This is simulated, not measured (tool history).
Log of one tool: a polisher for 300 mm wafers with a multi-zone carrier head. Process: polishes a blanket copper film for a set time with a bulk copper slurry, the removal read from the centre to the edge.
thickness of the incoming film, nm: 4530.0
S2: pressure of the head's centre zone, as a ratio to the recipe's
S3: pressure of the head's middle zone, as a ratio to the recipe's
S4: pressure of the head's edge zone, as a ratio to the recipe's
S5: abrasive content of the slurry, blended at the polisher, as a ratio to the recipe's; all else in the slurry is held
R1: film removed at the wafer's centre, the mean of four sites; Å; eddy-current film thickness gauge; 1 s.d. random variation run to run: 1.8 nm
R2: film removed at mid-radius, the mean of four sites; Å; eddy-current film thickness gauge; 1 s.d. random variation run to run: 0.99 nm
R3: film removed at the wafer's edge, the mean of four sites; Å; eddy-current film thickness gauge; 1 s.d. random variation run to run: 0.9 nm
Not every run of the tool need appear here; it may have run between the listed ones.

Run 1, day 0: flow of slurry (ml/min) 120, S2 1, S3 1, S4 1, S5 1, polishing time (s) 33. Result: R1 2480.2 Å, R2 2407.5 Å, R3 2401.6 Å.
Run 2, day 0.038: flow of slurry (ml/min) 120, S2 1, S3 1, S4 1.07, S5 1, polishing time (s) 33. Result: R1 2406 Å, R2 2462.1 Å, R3 2504.3 Å.
Run 3, day 0.271: flow of slurry (ml/min) 110, S2 0.96, S3 0.95, S4 1.01, S5 0.85, polishing time (s) 30. Result: R1 1991.9 Å, R2 1988.9 Å, R3 2093.1 Å.
Run 4, day 0.488: flow of slurry (ml/min) 110, S2 0.92, S3 0.95, S4 1.01, S5 0.85, polishing time (s) 30. Result: R1 1899 Å, R2 1989.1 Å, R3 2091.2 Å.
Run 5, day 0.529: flow of slurry (ml/min) 100, S2 0.91, S3 0.91, S4 0.96, S5 0.75, polishing time (s) 29. Result: R1 1717.6 Å, R2 1758.6 Å, R3 1897.9 Å.
Run 6, day 0.688: flow of slurry (ml/min) 110, S2 0.91, S3 0.91, S4 0.96, S5 0.75, polishing time (s) 29. Result: R1 1803.1 Å, R2 1828.2 Å, R3 1934.9 Å.
Run 7, day 0.875: flow of slurry (ml/min) 100, S2 0.91, S3 0.88, S4 0.93, S5 0.65, polishing time (s) 28. Result: R1 1615.2 Å, R2 1581.5 Å, R3 1764.4 Å.
Run 8, day 1.25: flow of slurry (ml/min) 85, S2 0.94, S3 0.86, S4 0.83, S5 0.5, polishing time (s) 26. Result: R1 1367 Å, R2 1298.6 Å, R3 1434.2 Å.

Run 9, settings as shown, results not yet in. Your forecast:
Run 9, day 1.446: flow of slurry (ml/min) 90, S2 0.94, S3 0.86, S4 0.84, S5 0.5, polishing time (s) 26. Result: R1 ?, R2 ?, R3 ?.

Run 9 came out at R1 1391.4 Å, R2 1362.7 Å, R3 1439.7 Å.

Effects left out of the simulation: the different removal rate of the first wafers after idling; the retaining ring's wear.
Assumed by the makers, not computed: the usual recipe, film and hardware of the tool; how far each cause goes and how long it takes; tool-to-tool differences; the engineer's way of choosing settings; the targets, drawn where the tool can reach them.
